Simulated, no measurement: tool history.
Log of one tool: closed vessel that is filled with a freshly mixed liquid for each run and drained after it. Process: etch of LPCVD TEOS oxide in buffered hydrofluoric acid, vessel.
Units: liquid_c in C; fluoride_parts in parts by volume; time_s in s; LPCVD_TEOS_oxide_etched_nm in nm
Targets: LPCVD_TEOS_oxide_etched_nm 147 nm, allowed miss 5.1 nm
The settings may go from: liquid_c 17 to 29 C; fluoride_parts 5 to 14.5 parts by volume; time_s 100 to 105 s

run  hour  liquid_c  fluoride_parts  time_s  LPCVD_TEOS_oxide_etched_nm
  1     0        21               9     100                      222.83
  2   1.6        21               9     105                      232.57
  3   4.4      20.5             9.5     105                      217.66
  4  12.3      22.5             9.5     105                      249.55
  5  15.6      22.5             9.5     100                      236.23
  6  24.2      21.5             9.5     100                      222.46
  7    30      20.5              10     100                      198.99
  8  33.5        20              10     100                      199.44
  9  35.2      19.5            10.5     100                      183.54
 10  42.8        19            10.5     100                      176.78
 11  49.1      18.5            10.5     100                      176.01
 12  49.9        18              11     100                      161.78

Which of these 5 next moves meets every target?
  A  50.7        22            12.5     100                           ?
  B  50.7        20            13.5     100                           ?
  C  50.7      17.5            10.5     105                           ?
  D  50.7        26            14.5     100                           ?
  E  50.7        19            11.5     100                           ?

move  LPCVD_TEOS_oxide_etched_nm
   A                      178.13
   B                      147.79
   C                      172.29
   D                       191.6
   E                      163.46
A: further off than the last run
B: meets every target
C: further off than the last run
D: further off than the last run
E: further off than the last run
Answer: B
